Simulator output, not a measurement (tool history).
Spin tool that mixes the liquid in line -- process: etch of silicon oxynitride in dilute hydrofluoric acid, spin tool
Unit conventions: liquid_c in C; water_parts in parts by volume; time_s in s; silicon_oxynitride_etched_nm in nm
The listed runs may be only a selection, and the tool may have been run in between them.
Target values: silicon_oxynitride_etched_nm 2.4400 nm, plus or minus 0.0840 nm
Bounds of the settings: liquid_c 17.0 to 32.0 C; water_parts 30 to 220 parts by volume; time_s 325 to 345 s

run,hour,liquid_c,water_parts,time_s,silicon_oxynitride_etched_nm
1,0.0,24.0,125,325,5.1173
2,8.9,24.0,150,325,4.1504
3,14.7,23.0,155,325,3.8204
4,19.3,23.0,155,325,3.8084
# hour 21.4: hydrofluoric acid flow meter replaced
5,21.4,23.0,155,325,3.5284
6,22.2,20.0,155,325,3.0901
7,28.6,19.5,155,325,3.0131
8,36.0,19.0,155,325,2.9712
9,37.6,18.0,160,325,2.7711
10,41.2,17.5,165,325,2.5497

Of the 5 settings listed for the next run, only one would bring every result within its allowed miss of target. Which one?
A,44.8,17.0,160,325,?
B,44.8,19.0,175,340,?
C,44.8,18.5,180,325,?
D,44.8,17.0,165,340,?
E,44.8,18.0,155,325,?

move,silicon_oxynitride_etched_nm
A,2.6033
B,2.7159
C,2.4567
D,2.6328
E,2.8299
A: the biggest miss grows against the last run
B: the biggest miss grows against the last run
C: every result within its allowed miss
D: the biggest miss grows against the last run
E: the biggest miss grows against the last run
The right move is C.
